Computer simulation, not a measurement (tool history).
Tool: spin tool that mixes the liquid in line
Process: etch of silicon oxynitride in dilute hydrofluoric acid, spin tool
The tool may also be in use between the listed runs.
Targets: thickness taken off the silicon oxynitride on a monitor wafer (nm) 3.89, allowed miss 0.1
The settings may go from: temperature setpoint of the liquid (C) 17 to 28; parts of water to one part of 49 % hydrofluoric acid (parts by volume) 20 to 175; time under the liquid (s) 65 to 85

run,hour,temperature setpoint of the liquid (C),parts of water to one part of 49 % hydrofluoric acid (parts by volume),time under the liquid (s),thickness taken off the silicon oxynitride on a monitor wafer (nm)
1,0,20,95,85,1.366
2,5.2,20,95,85,1.3542
3,7.8,21,85,85,1.6204
4,14.3,21,85,85,1.6111
5,18,24.5,85,85,1.8649
6,21.6,25,75,85,2.2106
7,30.6,25.5,70,85,2.4326
8,38.9,25.5,70,85,2.4611
9,47.8,28,35,85,5.6579
10,53.9,28,35,85,5.7188
11,58.1,27,35,85,5.4648
12,60.1,25.5,35,85,5.0423
13,63.9,24.5,35,85,4.7954

Which of these 5 next moves meets every target?
A,67.7,24,25,80,?
B,67.7,23.5,40,80,?
C,67.7,21.5,35,80,?
D,67.7,25.5,40,70,?
E,67.7,25.5,45,80,?

move,thickness taken off the silicon oxynitride on a monitor wafer (nm)
A,6.2271
B,3.7598
C,3.9033
D,3.6281
E,3.6704
A: further off than the last run
B: takes the result that was furthest off past its target
C: meets every target
D: takes the result that was furthest off past its target
E: takes the result that was furthest off past its target
Move C is the one to make.
